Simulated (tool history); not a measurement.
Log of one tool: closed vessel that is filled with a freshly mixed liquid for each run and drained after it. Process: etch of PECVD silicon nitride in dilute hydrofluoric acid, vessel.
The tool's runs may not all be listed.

run	hour	temperature setpoint of the liquid (K)	parts of water to one part of 49 % hydrofluoric acid (parts by volume)	time in the liquid (s)	thickness taken off the PECVD silicon nitride on a monitor wafer (nm)
1	0	296.15	110	705	11.455
2	8.9	299.15	110	705	13.852
3	14.8	298.15	110	705	13.004
4	23.9	298.15	110	705	13.082
5	28.4	297.15	110	705	12.192
6	31.3	295.65	110	705	10.953
7	36.5	295.15	110	705	10.65
8	42.9	294.65	110	705	10.301
9	45.1	294.15	110	705	10.037

Forecast run 10:
10	54.2	293.65	110	705	?

thickness taken off the PECVD silicon nitride on a monitor wafer (nm): 9.56
